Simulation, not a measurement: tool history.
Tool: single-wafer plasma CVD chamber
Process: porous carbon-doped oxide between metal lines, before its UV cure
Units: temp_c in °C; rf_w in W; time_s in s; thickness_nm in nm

{"run": 1, "hour": 0.0, "temp_c": 280, "rf_w": 410, "time_s": 43.4, "thickness_nm": 222.45}
{"run": 2, "hour": 7.5, "temp_c": 286, "rf_w": 410, "time_s": 43.4, "thickness_nm": 216.25}
{"run": 3, "hour": 12.1, "temp_c": 286, "rf_w": 445, "time_s": 43.4, "thickness_nm": 226.29}
{"run": 4, "hour": 13.4, "temp_c": 288, "rf_w": 430, "time_s": 43.2, "thickness_nm": 217.82}
{"run": 5, "hour": 22.4, "temp_c": 288, "rf_w": 460, "time_s": 43.2, "thickness_nm": 227.37}
{"run": 6, "hour": 27.6, "temp_c": 290, "rf_w": 440, "time_s": 43.0, "thickness_nm": 216.93}
{"run": 7, "hour": 29.3, "temp_c": 292, "rf_w": 425, "time_s": 42.8, "thickness_nm": 207.73}
{"run": 8, "hour": 33.9, "temp_c": 303, "rf_w": 360, "time_s": 42.2, "thickness_nm": 171.14}
{"hour": 35.6, "done": "RF generator calibrated"}
{"run": 9, "hour": 35.6, "temp_c": 299, "rf_w": 365, "time_s": 42.2, "thickness_nm": 186.32}
{"run": 10, "hour": 39.5, "temp_c": 300, "rf_w": 360, "time_s": 42.1, "thickness_nm": 184.34}

Run 11 comes next. What will it give?
{"run": 11, "hour": 42.7, "temp_c": 301, "rf_w": 355, "time_s": 42.0, "thickness_nm": "?"}

Run 11 gave thickness_nm 180.00 nm.
